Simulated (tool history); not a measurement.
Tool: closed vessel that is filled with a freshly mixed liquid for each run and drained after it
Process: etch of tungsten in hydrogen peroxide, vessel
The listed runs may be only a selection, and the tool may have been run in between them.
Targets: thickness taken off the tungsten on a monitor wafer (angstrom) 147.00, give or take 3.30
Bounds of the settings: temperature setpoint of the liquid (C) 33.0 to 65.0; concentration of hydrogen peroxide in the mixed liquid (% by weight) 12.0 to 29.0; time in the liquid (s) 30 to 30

| run | hour | temperature setpoint of the liquid (C) | concentration of hydrogen peroxide in the mixed liquid (% by weight) | time in the liquid (s) | thickness taken off the tungsten on a monitor wafer (angstrom) |
|---|---|---|---|---|---|
| 1 | 0.0 | 49.0 | 19.5 | 30 | 349.47 |
| 2 | 5.8 | 45.0 | 19.5 | 30 | 273.27 |
| 3 | 7.5 | 40.5 | 19.5 | 30 | 205.37 |
| 4 | 16.5 | 39.0 | 19.5 | 30 | 186.23 |
| 5 | 17.8 | 38.0 | 19.5 | 30 | 174.21 |
| 6 | 22.5 | 38.0 | 19.5 | 30 | 174.20 |
| 7 | 25.7 | 34.5 | 19.5 | 30 | 137.44 |
| 8 | 34.4 | 35.0 | 19.5 | 30 | 141.93 |

5 candidate next runs follow, results not yet known. Just one meets every target within its allowed miss. Identify it.
| A | 43.1 | 36.5 | 19.0 | 30 | ? |
| B | 43.1 | 33.5 | 20.0 | 30 | ? |
| C | 43.1 | 35.5 | 21.0 | 30 | ? |
| D | 43.1 | 34.0 | 21.0 | 30 | ? |
| E | 43.1 | 36.0 | 18.0 | 30 | ? |

| move | thickness taken off the tungsten on a monitor wafer (angstrom) |
|---|---|
| A | 155.17 |
| B | 130.13 |
| C | 152.59 |
| D | 137.94 |
| E | 146.08 |
A: the result that was furthest off in the last run now lies on the other side of its target
B: its largest miss is bigger than the last run's
C: the result that was furthest off in the last run now lies on the other side of its target
D: its largest miss is bigger than the last run's
E: every result within its allowed miss
Correct choice: E, which meets every target
